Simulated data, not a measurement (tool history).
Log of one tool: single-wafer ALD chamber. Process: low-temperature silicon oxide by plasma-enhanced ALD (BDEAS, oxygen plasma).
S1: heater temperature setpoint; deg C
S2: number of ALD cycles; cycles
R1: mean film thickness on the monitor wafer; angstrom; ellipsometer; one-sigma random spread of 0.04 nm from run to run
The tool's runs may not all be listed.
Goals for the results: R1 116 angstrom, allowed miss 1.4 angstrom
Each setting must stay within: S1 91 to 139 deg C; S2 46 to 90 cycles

run 1 hour=0 | S1=115 S2=68 | R1=99.231
run 2 hour=0.9 | S1=113 S2=69 | R1=100.76
run 3 hour=3.3 | S1=113 S2=64 | R1=93.284
run 4 hour=8.2 | S1=112 S2=66 | R1=96.933
-- hour=17.1 thermocouple changed; heater temperature recalibrated
run 5 hour=17.1 | S1=112 S2=74 | R1=107.94
run 6 hour=20.8 | S1=119 S2=74 | R1=105.97
run 7 hour=25 | S1=116 S2=74 | R1=107.54
run 8 hour=30.9 | S1=114 S2=74 | R1=107.6
run 9 hour=39.4 | S1=112 S2=74 | R1=108.06
run 10 hour=43.6 | S1=110 S2=74 | R1=108.59
run 11 hour=46.5 | S1=109 S2=74 | R1=108.58
run 12 hour=52.6 | S1=108 S2=75 | R1=110.18
run 13 hour=55.8 | S1=108 S2=75 | R1=110.02
run 14 hour=64.3 | S1=107 S2=75 | R1=110.11
run 15 hour=67.1 | S1=99 S2=79 | R1=118.3

Of the 4 settings listed for the next run, only one would bring every result within its allowed miss of target. Which one?
run A hour=69.9 | S1=104 S2=81 | R1=?
run B hour=69.9 | S1=112 S2=80 | R1=?
run C hour=69.9 | S1=91 S2=79 | R1=?
run D hour=69.9 | S1=100 S2=75 | R1=?

move=A R1=119.4
move=B R1=116.42
move=C R1=120.18
move=D R1=111.27
A: further off than the last run
B: every result within its allowed miss
C: further off than the last run
D: the result that was furthest off in the last run now lies on the other side of its target
The right move is B.
